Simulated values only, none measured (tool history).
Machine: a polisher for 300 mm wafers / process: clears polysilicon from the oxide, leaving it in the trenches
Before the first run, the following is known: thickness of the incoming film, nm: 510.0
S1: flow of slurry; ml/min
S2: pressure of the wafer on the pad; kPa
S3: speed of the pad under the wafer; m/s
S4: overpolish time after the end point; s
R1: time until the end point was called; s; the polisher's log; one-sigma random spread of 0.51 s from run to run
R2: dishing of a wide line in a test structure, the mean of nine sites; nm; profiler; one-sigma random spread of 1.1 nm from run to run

run	hour	S1	S2	S3	S4	R1	R2
1	0.0	255	23.4	1.00	17	30.253	81.366
2	4.1	255	20.7	0.98	17	34.715	80.050
3	6.8	315	20.7	0.98	17	34.502	77.058
4	11.1	305	18.6	0.96	18	38.705	79.137
5	14.3	305	16.5	0.94	18	44.609	75.143
6	18.0	300	15.2	0.94	20	47.430	77.922
7	21.5	300	14.5	0.94	20	50.299	73.420
8	28.1	285	11.0	0.92	28	67.335	75.106
9	36.0	290	11.7	0.92	28	64.311	77.354

Run 10, settings as shown, results not yet in. Your forecast:
10	43.3	310	13.1	0.92	24	?	?

Run 10 came out at R1 56.074 s, R2 76.203 nm.
